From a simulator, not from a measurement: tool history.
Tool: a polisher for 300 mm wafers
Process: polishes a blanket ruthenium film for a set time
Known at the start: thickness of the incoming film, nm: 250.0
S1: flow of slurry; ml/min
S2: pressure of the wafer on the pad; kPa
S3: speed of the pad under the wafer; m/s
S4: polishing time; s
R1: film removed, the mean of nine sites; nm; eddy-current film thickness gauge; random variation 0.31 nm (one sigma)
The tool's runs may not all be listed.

run 1 day=0 | S1=310 S2=15.2 S3=0.94 S4=48 | R1=48.542
run 2 day=0.029 | S1=235 S2=15.2 S3=0.94 S4=48 | R1=49.151
run 3 day=0.192 | S1=235 S2=15.2 S3=1.16 S4=48 | R1=59.954
run 4 day=0.383 | S1=235 S2=15.2 S3=1.3 S4=48 | R1=64.735
run 5 day=0.446 | S1=270 S2=15.2 S3=1.3 S4=48 | R1=66.906
run 6 day=0.696 | S1=270 S2=13.1 S3=1.18 S4=47 | R1=53.491

Forecast run 7:
run 7 day=1.067 | S1=270 S2=11.7 S3=1.06 S4=46 | R1=?

{"run 7": {"R1": 43.098}}
